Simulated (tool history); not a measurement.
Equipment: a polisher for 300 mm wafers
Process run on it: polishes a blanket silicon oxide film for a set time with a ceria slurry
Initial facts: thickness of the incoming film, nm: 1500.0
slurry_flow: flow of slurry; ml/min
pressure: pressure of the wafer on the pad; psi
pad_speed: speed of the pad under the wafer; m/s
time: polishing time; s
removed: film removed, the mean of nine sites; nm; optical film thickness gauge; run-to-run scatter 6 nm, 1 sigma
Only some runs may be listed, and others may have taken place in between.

{"run": 1, "hour": 0.0, "slurry_flow": 255, "pressure": 3.5, "pad_speed": 1.08, "time": 44, "removed": 221.79}
{"run": 2, "hour": 2.9, "slurry_flow": 255, "pressure": 3.5, "pad_speed": 1.08, "time": 44, "removed": 218.49}
{"run": 3, "hour": 5.6, "slurry_flow": 255, "pressure": 4.1, "pad_speed": 1.12, "time": 44, "removed": 277.4}
{"run": 4, "hour": 13.6, "slurry_flow": 280, "pressure": 4.1, "pad_speed": 1.12, "time": 44, "removed": 267.17}
{"run": 5, "hour": 19.2, "slurry_flow": 335, "pressure": 4.1, "pad_speed": 1.12, "time": 44, "removed": 279.16}
{"run": 6, "hour": 26.9, "slurry_flow": 335, "pressure": 3.3, "pad_speed": 1.12, "time": 44, "removed": 226.58}

Expected results for the next run?
{"run": 7, "hour": 29.5, "slurry_flow": 340, "pressure": 4.3, "pad_speed": 1.24, "time": 44, "removed": "?"}

removed: 323.57 nm

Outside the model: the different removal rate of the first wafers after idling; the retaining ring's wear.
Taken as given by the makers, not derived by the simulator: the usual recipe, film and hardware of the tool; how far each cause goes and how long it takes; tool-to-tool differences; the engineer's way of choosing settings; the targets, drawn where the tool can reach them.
